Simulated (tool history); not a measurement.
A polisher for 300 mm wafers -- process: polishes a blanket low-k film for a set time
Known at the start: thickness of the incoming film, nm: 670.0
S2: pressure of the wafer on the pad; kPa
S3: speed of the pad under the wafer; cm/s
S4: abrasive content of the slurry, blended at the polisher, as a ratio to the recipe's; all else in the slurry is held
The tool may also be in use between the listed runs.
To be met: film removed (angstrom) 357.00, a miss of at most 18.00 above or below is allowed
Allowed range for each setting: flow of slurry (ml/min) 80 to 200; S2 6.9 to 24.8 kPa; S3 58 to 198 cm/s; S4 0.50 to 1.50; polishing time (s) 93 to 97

Run 1, day 0.000: flow of slurry (ml/min) 130, S2 15.9 kPa, S3 128 cm/s, S4 1.00, polishing time (s) 93. Result: film removed (angstrom) 543.01.
Run 2, day 0.179: flow of slurry (ml/min) 160, S2 15.9 kPa, S3 128 cm/s, S4 1.00, polishing time (s) 93. Result: film removed (angstrom) 556.51.
Run 3, day 0.421: flow of slurry (ml/min) 160, S2 13.8 kPa, S3 126 cm/s, S4 1.00, polishing time (s) 93. Result: film removed (angstrom) 495.81.
Run 4, day 0.758: flow of slurry (ml/min) 160, S2 11.7 kPa, S3 124 cm/s, S4 1.00, polishing time (s) 93. Result: film removed (angstrom) 435.27.
Run 5, day 0.800: flow of slurry (ml/min) 145, S2 11.7 kPa, S3 124 cm/s, S4 1.00, polishing time (s) 93. Result: film removed (angstrom) 432.02.
Run 6, day 1.129: flow of slurry (ml/min) 145, S2 11.7 kPa, S3 124 cm/s, S4 1.00, polishing time (s) 93. Result: film removed (angstrom) 425.19.
Run 7, day 1.350: flow of slurry (ml/min) 145, S2 11.0 kPa, S3 124 cm/s, S4 1.00, polishing time (s) 93. Result: film removed (angstrom) 406.62.
Run 8, day 1.542: flow of slurry (ml/min) 145, S2 10.3 kPa, S3 124 cm/s, S4 1.00, polishing time (s) 93. Result: film removed (angstrom) 398.73.
Run 9, day 1.754: flow of slurry (ml/min) 140, S2 8.3 kPa, S3 122 cm/s, S4 1.00, polishing time (s) 93. Result: film removed (angstrom) 332.70.

Below are 4 possible settings for the next run. Only one of them brings all results inside the allowed miss of their targets. Which is it?
Run A, day 1.967: flow of slurry (ml/min) 130, S2 6.9 kPa, S3 132 cm/s, S4 1.05, polishing time (s) 93. Result: film removed (angstrom) ?.
Run B, day 1.967: flow of slurry (ml/min) 165, S2 7.6 kPa, S3 124 cm/s, S4 0.90, polishing time (s) 93. Result: film removed (angstrom) ?.
Run C, day 1.967: flow of slurry (ml/min) 135, S2 10.3 kPa, S3 110 cm/s, S4 1.00, polishing time (s) 96. Result: film removed (angstrom) ?.
Run D, day 1.967: flow of slurry (ml/min) 160, S2 11.0 kPa, S3 98 cm/s, S4 0.80, polishing time (s) 93. Result: film removed (angstrom) ?.

move  film removed (angstrom)
   A                   315.74
   B                   308.60
   C                   361.33
   D                   306.65
A: moves away from the targets compared with the last run
B: moves away from the targets compared with the last run
C: hits every target within its allowed miss
D: moves away from the targets compared with the last run
Answer: C
